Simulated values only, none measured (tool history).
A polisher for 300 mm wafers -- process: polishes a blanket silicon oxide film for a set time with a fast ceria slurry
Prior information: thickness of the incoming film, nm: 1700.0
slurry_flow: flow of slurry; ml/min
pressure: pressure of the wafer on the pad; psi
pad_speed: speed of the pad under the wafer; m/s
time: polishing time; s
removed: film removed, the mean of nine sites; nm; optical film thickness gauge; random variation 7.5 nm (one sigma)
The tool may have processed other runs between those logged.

Run 1, hour 0.0: slurry_flow 280 ml/min, pressure 1.7 psi, pad_speed 1.00 m/s, time 43 s. Result: removed 426.87 nm.
Run 2, hour 0.6: slurry_flow 280 ml/min, pressure 1.8 psi, pad_speed 1.00 m/s, time 43 s. Result: removed 461.96 nm.
Run 3, hour 6.3: slurry_flow 280 ml/min, pressure 1.9 psi, pad_speed 1.00 m/s, time 43 s. Result: removed 468.25 nm.
Run 4, hour 11.2: slurry_flow 280 ml/min, pressure 2.0 psi, pad_speed 1.00 m/s, time 43 s. Result: removed 505.19 nm.
Run 5, hour 11.7: slurry_flow 280 ml/min, pressure 2.2 psi, pad_speed 1.00 m/s, time 43 s. Result: removed 546.74 nm.
Run 6, hour 20.6: slurry_flow 280 ml/min, pressure 2.2 psi, pad_speed 0.74 m/s, time 43 s. Result: removed 464.36 nm.
Run 7, hour 26.0: slurry_flow 280 ml/min, pressure 2.3 psi, pad_speed 0.74 m/s, time 43 s. Result: removed 482.60 nm.
Run 8, hour 28.3: slurry_flow 280 ml/min, pressure 2.4 psi, pad_speed 0.74 m/s, time 43 s. Result: removed 516.57 nm.

Forecast run 9:
Run 9, hour 32.2: slurry_flow 280 ml/min, pressure 2.5 psi, pad_speed 0.74 m/s, time 43 s. Result: removed ?.

removed: 527.08 nm

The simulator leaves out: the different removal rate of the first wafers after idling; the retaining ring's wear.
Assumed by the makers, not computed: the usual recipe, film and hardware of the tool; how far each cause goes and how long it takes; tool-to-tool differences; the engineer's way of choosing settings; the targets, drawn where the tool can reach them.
